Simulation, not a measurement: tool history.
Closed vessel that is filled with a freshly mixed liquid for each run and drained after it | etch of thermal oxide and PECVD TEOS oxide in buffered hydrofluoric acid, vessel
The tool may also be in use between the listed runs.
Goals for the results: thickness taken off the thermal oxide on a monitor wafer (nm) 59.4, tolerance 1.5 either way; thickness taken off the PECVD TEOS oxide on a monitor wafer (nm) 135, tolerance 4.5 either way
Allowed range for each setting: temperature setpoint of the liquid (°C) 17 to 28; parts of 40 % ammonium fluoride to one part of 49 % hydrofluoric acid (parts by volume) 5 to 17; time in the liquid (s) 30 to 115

| run | hour | temperature setpoint of the liquid (°C) | parts of 40 % ammonium fluoride to one part of 49 % hydrofluoric acid (parts by volume) | time in the liquid (s) | thickness taken off the thermal oxide on a monitor wafer (nm) | thickness taken off the PECVD TEOS oxide on a monitor wafer (nm) |
|---|---|---|---|---|---|---|
| 1 | 0 | 20 | 10.5 | 60 | 55.178 | 124.63 |
| 2 | 5.2 | 20 | 8 | 60 | 69.756 | 158.17 |
| 3 | 7.8 | 19.5 | 8 | 60 | 67.447 | 153.79 |
| 4 | 8.8 | 19.5 | 8 | 75 | 85.386 | 192.15 |
| 5 | 18.1 | 19.5 | 8 | 95 | 107.09 | 244.13 |
| 6 | 21.9 | 17 | 8 | 95 | 92.59 | 209.25 |
| 7 | 29.7 | 17 | 11 | 95 | 69.932 | 156.2 |
| 8 | 31 | 17 | 12 | 95 | 64.31 | 145.47 |
| 9 | 33.6 | 17 | 12.5 | 95 | 61.403 | 141.06 |

Below are 4 possible settings for the next run. Only one of them brings all results inside the allowed miss of their targets. Which is it?
| A | 36.2 | 20 | 14.5 | 90 | ? | ? |
| B | 36.2 | 17 | 13 | 90 | ? | ? |
| C | 36.2 | 19.5 | 14 | 95 | ? | ? |
| D | 36.2 | 17.5 | 13.5 | 90 | ? | ? |

| move | thickness taken off the thermal oxide on a monitor wafer (nm) | thickness taken off the PECVD TEOS oxide on a monitor wafer (nm) |
|---|---|---|
| A | 59.786 | 134 |
| B | 56.246 | 126.06 |
| C | 63.529 | 142.39 |
| D | 55.755 | 124.97 |
A: meets every target
B: takes the result that was furthest off past its target
C: the biggest miss grows against the last run
D: takes the result that was furthest off past its target
Go with A: it meets all targets.
